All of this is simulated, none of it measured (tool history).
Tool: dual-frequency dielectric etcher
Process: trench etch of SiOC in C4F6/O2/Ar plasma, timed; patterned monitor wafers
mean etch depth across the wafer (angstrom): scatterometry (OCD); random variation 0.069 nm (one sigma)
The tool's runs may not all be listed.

| run | hour | source power (W) | bias power (W) | etch time (s) | mean etch depth across the wafer (angstrom) |
|---|---|---|---|---|---|
| 1 | 0 | 450 | 147 | 14 | 250.15 |
| 2 | 7.8 | 450 | 168 | 14 | 258.38 |
| 3 | 10.8 | 430 | 167 | 14 | 255.03 |
| 4 | 11.9 | 410 | 166 | 14 | 251.98 |
| 5 | 20 | 400 | 164 | 14 | 249.92 |
| 6 | 25.8 | 390 | 162 | 14 | 247.98 |
| 7 | 27.6 | 380 | 159 | 14 | 245.25 |
| 8 | 32.2 | 370 | 157 | 14 | 241.04 |

The next listed run, before its measurement:
| 9 | 40.4 | 360 | 156 | 14 | ? |

Run 9 gave mean etch depth across the wafer (angstrom) 240.
